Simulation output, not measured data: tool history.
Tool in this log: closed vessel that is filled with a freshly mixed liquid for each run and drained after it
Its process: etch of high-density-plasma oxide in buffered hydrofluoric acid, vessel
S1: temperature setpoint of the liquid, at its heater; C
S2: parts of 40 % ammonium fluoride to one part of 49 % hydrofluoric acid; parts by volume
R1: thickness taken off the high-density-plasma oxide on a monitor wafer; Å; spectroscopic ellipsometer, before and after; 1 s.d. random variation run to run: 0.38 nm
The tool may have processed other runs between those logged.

{"run": 1, "hour": 0.0, "S1": 21, "S2": 20.5, "time in the liquid (s)": 30, "R1": 187.28}
{"run": 2, "hour": 9.0, "S1": 18.5, "S2": 20.5, "time in the liquid (s)": 30, "R1": 158.88}
{"run": 3, "hour": 10.5, "S1": 17, "S2": 20.5, "time in the liquid (s)": 30, "R1": 148.64}
{"run": 4, "hour": 15.7, "S1": 20.5, "S2": 20.5, "time in the liquid (s)": 30, "R1": 180.17}
{"run": 5, "hour": 17.8, "S1": 20.5, "S2": 23, "time in the liquid (s)": 30, "R1": 166.9}
{"run": 6, "hour": 24.5, "S1": 23.5, "S2": 23, "time in the liquid (s)": 30, "R1": 198}

Run 7 has not been measured yet. What should we expect?
{"run": 7, "hour": 26.6, "S1": 25.5, "S2": 18, "time in the liquid (s)": 30, "R1": "?"}

R1: 259.85 Å
